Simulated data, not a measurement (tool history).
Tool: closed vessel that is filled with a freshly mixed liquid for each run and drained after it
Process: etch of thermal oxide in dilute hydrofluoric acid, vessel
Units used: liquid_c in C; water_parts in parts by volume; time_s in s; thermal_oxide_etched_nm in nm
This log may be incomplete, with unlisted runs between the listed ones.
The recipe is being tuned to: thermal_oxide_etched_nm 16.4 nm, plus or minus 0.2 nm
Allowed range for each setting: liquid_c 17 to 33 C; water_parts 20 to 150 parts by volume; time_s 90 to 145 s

run	hour	liquid_c	water_parts	time_s	thermal_oxide_etched_nm
1	0	25	85	145	8.6001
2	1.9	26	80	145	9.4541
3	4.3	26.5	75	145	10.354
4	11.2	27	75	145	10.561
5	17.8	24	75	145	9.4103
6	25.3	25	75	145	9.7951
7	27.8	26	75	145	10.207
8	34.4	26.5	75	145	10.412
9	40	27	75	145	10.558
10	45	31	55	145	17.349
11	46.3	30.5	55	145	16.97
12	48.8	30	55	145	16.792

Pick the move, out of 5, that brings all results within their allowed miss; only one does.
A	51.3	32	40	90	?
B	51.3	29	50	130	?
C	51.3	31	60	145	?
D	51.3	26	50	145	?
E	51.3	32	60	145	?

move	thermal_oxide_etched_nm
A	15.855
B	16.031
C	15.867
D	15.858
E	16.488
A: pushes the last run's worst result past its target
B: pushes the last run's worst result past its target
C: pushes the last run's worst result past its target
D: pushes the last run's worst result past its target
E: all results in spec
So the answer is move E, the one that meets all the targets.

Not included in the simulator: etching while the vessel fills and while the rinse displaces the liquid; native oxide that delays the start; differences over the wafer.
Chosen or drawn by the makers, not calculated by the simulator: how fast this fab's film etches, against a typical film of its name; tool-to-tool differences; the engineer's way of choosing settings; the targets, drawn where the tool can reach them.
